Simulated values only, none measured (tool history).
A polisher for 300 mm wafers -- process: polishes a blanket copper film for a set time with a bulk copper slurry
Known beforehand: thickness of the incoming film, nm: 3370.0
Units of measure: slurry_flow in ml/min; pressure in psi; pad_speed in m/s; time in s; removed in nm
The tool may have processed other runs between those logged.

run	hour	slurry_flow	pressure	pad_speed	slurry_solids	time	removed
1	0.0	300	3.2	0.84	1.0	52	484.62
2	5.4	300	3.4	0.84	1.0	52	520.15
3	11.6	300	3.5	0.84	1.0	52	529.43
4	19.3	300	3.6	0.84	1.0	52	548.50
5	22.0	300	3.6	0.84	1.0	47	495.59
6	24.4	300	3.8	0.84	1.0	47	524.15

Expected results for the next run?
7	30.0	300	4.0	0.84	1.0	47	?

Run 7 measured removed 568.05 nm.

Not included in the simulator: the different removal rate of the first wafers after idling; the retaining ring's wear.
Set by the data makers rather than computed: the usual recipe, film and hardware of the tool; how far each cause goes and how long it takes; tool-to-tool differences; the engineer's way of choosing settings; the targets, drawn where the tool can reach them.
